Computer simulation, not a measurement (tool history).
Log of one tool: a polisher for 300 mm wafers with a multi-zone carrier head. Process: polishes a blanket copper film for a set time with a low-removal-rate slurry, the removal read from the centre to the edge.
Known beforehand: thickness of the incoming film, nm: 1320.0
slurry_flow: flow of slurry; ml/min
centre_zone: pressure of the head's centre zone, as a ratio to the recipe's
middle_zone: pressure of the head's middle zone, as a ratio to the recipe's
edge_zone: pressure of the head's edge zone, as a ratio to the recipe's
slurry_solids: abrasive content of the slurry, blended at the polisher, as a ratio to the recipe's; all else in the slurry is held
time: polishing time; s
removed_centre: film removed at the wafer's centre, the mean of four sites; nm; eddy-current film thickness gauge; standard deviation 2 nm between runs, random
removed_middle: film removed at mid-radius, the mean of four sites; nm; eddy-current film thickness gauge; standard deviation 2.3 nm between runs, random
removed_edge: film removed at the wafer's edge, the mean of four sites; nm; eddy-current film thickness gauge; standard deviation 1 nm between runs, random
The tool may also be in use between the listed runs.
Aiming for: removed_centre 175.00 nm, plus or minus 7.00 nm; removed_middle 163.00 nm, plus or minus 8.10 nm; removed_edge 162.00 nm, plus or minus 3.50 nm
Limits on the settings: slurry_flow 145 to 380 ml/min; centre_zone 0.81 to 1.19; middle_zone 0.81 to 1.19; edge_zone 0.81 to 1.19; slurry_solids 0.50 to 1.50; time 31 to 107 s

run 1 hour=0.0 | slurry_flow=245 centre_zone=1.00 middle_zone=1.00 edge_zone=1.00 slurry_solids=1.00 time=69 | removed_centre=170.14 removed_middle=186.03 removed_edge=184.93
run 2 hour=2.5 | slurry_flow=245 centre_zone=0.94 middle_zone=1.00 edge_zone=1.00 slurry_solids=1.00 time=69 | removed_centre=159.36 removed_middle=186.11 removed_edge=183.60
run 3 hour=11.0 | slurry_flow=245 centre_zone=0.94 middle_zone=1.00 edge_zone=0.93 slurry_solids=1.00 time=69 | removed_centre=155.98 removed_middle=181.62 removed_edge=175.60
run 4 hour=13.5 | slurry_flow=245 centre_zone=0.89 middle_zone=1.00 edge_zone=0.93 slurry_solids=1.00 time=69 | removed_centre=151.55 removed_middle=184.10 removed_edge=178.48
run 5 hour=19.9 | slurry_flow=240 centre_zone=0.94 middle_zone=0.98 edge_zone=0.91 slurry_solids=1.00 time=69 | removed_centre=156.07 removed_middle=185.89 removed_edge=174.02
run 6 hour=28.4 | slurry_flow=285 centre_zone=0.94 middle_zone=0.98 edge_zone=0.91 slurry_solids=1.00 time=69 | removed_centre=160.62 removed_middle=186.73 removed_edge=180.62
run 7 hour=34.9 | slurry_flow=270 centre_zone=0.98 middle_zone=0.94 edge_zone=0.90 slurry_solids=0.95 time=69 | removed_centre=166.66 removed_middle=171.09 removed_edge=174.62
run 8 hour=39.2 | slurry_flow=260 centre_zone=1.00 middle_zone=0.94 edge_zone=0.89 slurry_solids=0.95 time=69 | removed_centre=168.50 removed_middle=176.01 removed_edge=171.38
-- hour=40.3 centre zone pressure recalibrated
run 9 hour=40.3 | slurry_flow=250 centre_zone=1.01 middle_zone=0.92 edge_zone=0.88 slurry_solids=0.95 time=69 | removed_centre=184.41 removed_middle=168.51 removed_edge=169.57
run 10 hour=46.7 | slurry_flow=250 centre_zone=1.01 middle_zone=0.92 edge_zone=0.88 slurry_solids=0.95 time=69 | removed_centre=187.04 removed_middle=174.80 removed_edge=170.29
run 11 hour=47.8 | slurry_flow=250 centre_zone=1.00 middle_zone=0.91 edge_zone=0.87 slurry_solids=0.90 time=69 | removed_centre=186.26 removed_middle=168.67 removed_edge=165.95
run 12 hour=48.9 | slurry_flow=255 centre_zone=0.99 middle_zone=0.91 edge_zone=0.87 slurry_solids=0.90 time=69 | removed_centre=178.99 removed_middle=166.35 removed_edge=168.95
run 13 hour=53.0 | slurry_flow=250 centre_zone=0.99 middle_zone=0.91 edge_zone=0.86 slurry_solids=0.90 time=69 | removed_centre=179.91 removed_middle=161.49 removed_edge=167.92
run 14 hour=56.4 | slurry_flow=245 centre_zone=0.99 middle_zone=0.92 edge_zone=0.85 slurry_solids=0.90 time=69 | removed_centre=178.78 removed_middle=167.00 removed_edge=167.63
run 15 hour=61.0 | slurry_flow=245 centre_zone=0.99 middle_zone=0.92 edge_zone=0.85 slurry_solids=0.90 time=69 | removed_centre=180.33 removed_middle=164.94 removed_edge=165.54

Pick the move, out of 4, that brings all results within their allowed miss; only one does.
run A hour=65.6 | slurry_flow=305 centre_zone=0.95 middle_zone=0.86 edge_zone=0.88 slurry_solids=0.65 time=75 | removed_centre=? removed_middle=? removed_edge=?
run B hour=65.6 | slurry_flow=215 centre_zone=1.04 middle_zone=0.89 edge_zone=0.82 slurry_solids=1.00 time=68 | removed_centre=? removed_middle=? removed_edge=?
run C hour=65.6 | slurry_flow=210 centre_zone=0.96 middle_zone=0.89 edge_zone=0.82 slurry_solids=0.55 time=79 | removed_centre=? removed_middle=? removed_edge=?
run D hour=65.6 | slurry_flow=235 centre_zone=0.94 middle_zone=0.93 edge_zone=0.90 slurry_solids=1.00 time=68 | removed_centre=? removed_middle=? removed_edge=?

move=A removed_centre=179.93 removed_middle=161.26 removed_edge=171.68
move=B removed_centre=189.66 removed_middle=160.31 removed_edge=162.48
move=C removed_centre=174.23 removed_middle=159.78 removed_edge=162.03
move=D removed_centre=173.79 removed_middle=168.48 removed_edge=170.94
A: the biggest miss grows against the last run
B: the worst result of the last run now meets its target, but another is out of spec
C: every result lands within tolerance
D: the biggest miss grows against the last run
Correct choice: C, which meets every target
